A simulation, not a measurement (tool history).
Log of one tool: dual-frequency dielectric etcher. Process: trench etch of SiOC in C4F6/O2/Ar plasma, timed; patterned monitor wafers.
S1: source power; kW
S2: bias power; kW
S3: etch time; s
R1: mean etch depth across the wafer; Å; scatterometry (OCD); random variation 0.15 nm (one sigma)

run 1 hour=0.0 | S1=0.350 S2=0.235 S3=25 | R1=548.26
run 2 hour=2.4 | S1=0.350 S2=0.235 S3=25 | R1=547.26
run 3 hour=4.5 | S1=0.390 S2=0.235 S3=25 | R1=570.28
run 4 hour=5.4 | S1=0.350 S2=0.235 S3=25 | R1=546.43
run 5 hour=13.1 | S1=0.380 S2=0.240 S3=25 | R1=567.60
run 6 hour=14.1 | S1=0.380 S2=0.240 S3=25 | R1=569.93
run 7 hour=20.2 | S1=0.400 S2=0.243 S3=25 | R1=579.46

Forecast run 8:
run 8 hour=22.2 | S1=0.420 S2=0.247 S3=25 | R1=?

R1: 592.97 Å
